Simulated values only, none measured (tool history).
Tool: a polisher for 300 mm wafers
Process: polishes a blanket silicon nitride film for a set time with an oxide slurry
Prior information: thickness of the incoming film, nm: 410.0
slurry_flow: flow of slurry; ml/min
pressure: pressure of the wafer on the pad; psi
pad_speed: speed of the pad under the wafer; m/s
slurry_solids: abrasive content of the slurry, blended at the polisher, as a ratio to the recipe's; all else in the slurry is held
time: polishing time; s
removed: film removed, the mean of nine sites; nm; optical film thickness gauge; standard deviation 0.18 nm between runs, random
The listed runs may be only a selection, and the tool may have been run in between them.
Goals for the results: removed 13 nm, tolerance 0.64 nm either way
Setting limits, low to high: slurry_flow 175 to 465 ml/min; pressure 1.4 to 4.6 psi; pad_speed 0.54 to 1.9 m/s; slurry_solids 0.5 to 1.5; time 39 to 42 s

| run | hour | slurry_flow | pressure | pad_speed | slurry_solids | time | removed |
|---|---|---|---|---|---|---|---|
| 1 | 0 | 295 | 3 | 1.22 | 1 | 42 | 26.286 |
| 2 | 8.7 | 295 | 2.5 | 1.12 | 1 | 42 | 21.111 |
| 3 | 16.5 | 295 | 2.1 | 1.04 | 1 | 42 | 17.235 |
| 4 | 23.5 | 295 | 1.9 | 1.02 | 1 | 42 | 15.647 |
| 5 | 28.5 | 295 | 1.9 | 1.02 | 1.15 | 42 | 16.485 |
| 6 | 34.9 | 295 | 2.6 | 1.02 | 1.15 | 42 | 22.129 |
| 7 | 39.2 | 295 | 2.2 | 0.98 | 1.15 | 42 | 18.215 |
| 8 | 41.5 | 295 | 1.9 | 0.96 | 1.15 | 42 | 16.019 |
| 9 | 46.1 | 295 | 1.7 | 0.94 | 1.15 | 42 | 14.474 |
| 10 | 49.1 | 295 | 1.7 | 0.94 | 1.15 | 42 | 13.945 |
| 11 | 55.2 | 295 | 1.6 | 0.94 | 1.15 | 42 | 13.405 |

Of the 5 settings listed for the next run, only one would bring every result within its allowed miss of target. Which one?
| A | 61.3 | 260 | 2.6 | 0.56 | 1.3 | 42 | ? |
| B | 61.3 | 285 | 1.7 | 1.04 | 1.3 | 40 | ? |
| C | 61.3 | 370 | 1.7 | 0.96 | 1.05 | 42 | ? |
| D | 61.3 | 325 | 1.7 | 0.94 | 1.1 | 42 | ? |
| E | 61.3 | 320 | 1.5 | 0.98 | 1.15 | 41 | ? |

| move | removed |
|---|---|
| A | 13.957 |
| B | 15.341 |
| C | 13.94 |
| D | 13.898 |
| E | 12.937 |
A: lands further from the targets than the last run did
B: lands further from the targets than the last run did
C: lands further from the targets than the last run did
D: lands further from the targets than the last run did
E: meets every target
E is the move that brings every result within its allowed miss.

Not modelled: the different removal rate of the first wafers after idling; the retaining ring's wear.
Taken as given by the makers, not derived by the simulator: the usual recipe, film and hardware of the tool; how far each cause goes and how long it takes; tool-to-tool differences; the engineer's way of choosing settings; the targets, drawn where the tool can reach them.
